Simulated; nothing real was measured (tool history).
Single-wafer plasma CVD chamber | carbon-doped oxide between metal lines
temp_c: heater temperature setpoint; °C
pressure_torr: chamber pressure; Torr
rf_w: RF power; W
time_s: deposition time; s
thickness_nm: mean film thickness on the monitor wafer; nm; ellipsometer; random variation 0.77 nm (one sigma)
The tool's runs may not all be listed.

{"run": 1, "hour": 0.0, "temp_c": 345, "pressure_torr": 4.75, "rf_w": 465, "time_s": 22, "thickness_nm": 109.07}
{"run": 2, "hour": 4.0, "temp_c": 353, "pressure_torr": 4.75, "rf_w": 465, "time_s": 22, "thickness_nm": 106.08}
{"run": 3, "hour": 7.4, "temp_c": 349, "pressure_torr": 5.06, "rf_w": 490, "time_s": 22, "thickness_nm": 113.15}
{"run": 4, "hour": 12.8, "temp_c": 349, "pressure_torr": 5.06, "rf_w": 490, "time_s": 22, "thickness_nm": 112.87}
{"run": 5, "hour": 15.5, "temp_c": 349, "pressure_torr": 5.06, "rf_w": 490, "time_s": 20.9, "thickness_nm": 107.65}
{"run": 6, "hour": 22.8, "temp_c": 344, "pressure_torr": 5.06, "rf_w": 490, "time_s": 20.9, "thickness_nm": 108.38}
{"run": 7, "hour": 27.6, "temp_c": 344, "pressure_torr": 5.19, "rf_w": 520, "time_s": 21, "thickness_nm": 116.26}
{"run": 8, "hour": 32.7, "temp_c": 342, "pressure_torr": 5.36, "rf_w": 530, "time_s": 21, "thickness_nm": 118.86}
{"run": 9, "hour": 38.3, "temp_c": 341, "pressure_torr": 5.53, "rf_w": 540, "time_s": 21, "thickness_nm": 120.06}
{"run": 10, "hour": 42.1, "temp_c": 340, "pressure_torr": 5.55, "rf_w": 550, "time_s": 21, "thickness_nm": 123.09}
{"run": 11, "hour": 47.8, "temp_c": 339, "pressure_torr": 5.62, "rf_w": 560, "time_s": 21, "thickness_nm": 125.04}

The next listed run, before its measurement:
{"run": 12, "hour": 55.1, "temp_c": 338, "pressure_torr": 5.68, "rf_w": 565, "time_s": 21, "thickness_nm": "?"}

{"run 12": {"thickness_nm": 127.23}}
